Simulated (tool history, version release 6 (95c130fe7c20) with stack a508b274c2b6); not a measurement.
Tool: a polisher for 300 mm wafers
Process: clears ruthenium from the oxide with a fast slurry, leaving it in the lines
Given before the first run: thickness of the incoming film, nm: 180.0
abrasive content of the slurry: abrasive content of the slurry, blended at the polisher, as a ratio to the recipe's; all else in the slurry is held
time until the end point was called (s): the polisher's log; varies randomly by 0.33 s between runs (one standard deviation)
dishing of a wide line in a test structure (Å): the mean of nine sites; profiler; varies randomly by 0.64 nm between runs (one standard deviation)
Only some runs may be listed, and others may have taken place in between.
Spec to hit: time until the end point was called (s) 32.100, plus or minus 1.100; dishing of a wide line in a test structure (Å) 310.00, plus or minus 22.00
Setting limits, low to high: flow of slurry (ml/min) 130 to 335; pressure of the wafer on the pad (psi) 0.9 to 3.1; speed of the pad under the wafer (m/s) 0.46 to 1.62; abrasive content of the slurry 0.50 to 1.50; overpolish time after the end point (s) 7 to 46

run	hour	flow of slurry (ml/min)	pressure of the wafer on the pad (psi)	speed of the pad under the wafer (m/s)	abrasive content of the slurry	overpolish time after the end point (s)	time until the end point was called (s)	dishing of a wide line in a test structure (Å)
1	0.0	215	2.0	1.04	1.00	24	51.425	575.88
2	8.1	215	2.0	0.86	1.00	24	59.808	504.75
3	15.1	180	2.0	0.86	1.00	24	61.417	512.97
4	17.1	130	2.0	0.86	1.00	24	64.799	477.94
5	21.0	130	2.5	0.86	1.00	24	52.581	582.96
6	21.6	130	2.4	1.04	1.00	18	45.446	499.80
7	25.4	130	2.4	1.24	0.85	14	43.415	437.90
8	27.7	130	3.0	1.52	0.60	7	34.251	287.52
9	34.6	135	3.1	1.52	0.60	8	33.397	336.78
10	39.0	135	3.1	1.56	0.60	8	32.624	347.17
11	46.9	135	3.1	1.58	0.60	8	32.862	344.73
12	52.2	135	3.1	1.60	0.60	8	31.431	353.30
13	59.2	130	3.1	1.62	0.55	7	33.882	294.02

Below are 4 possible settings for the next run. Only one of them brings all results inside the allowed miss of their targets. Which is it?
A	66.2	130	3.1	1.62	0.50	7	?	?
B	66.2	250	2.6	1.54	0.75	7	?	?
C	66.2	200	3.1	1.60	0.50	8	?	?
D	66.2	155	3.1	1.52	0.55	7	?	?

move	time until the end point was called (s)	dishing of a wide line in a test structure (Å)
A	35.262	280.84
B	31.037	314.51
C	33.766	328.40
D	34.092	289.42
A: further off than the last run
B: each result inside its tolerance
C: moves toward the targets from the last run without getting all of them in spec
D: further off than the last run
Go with B: it meets all targets.
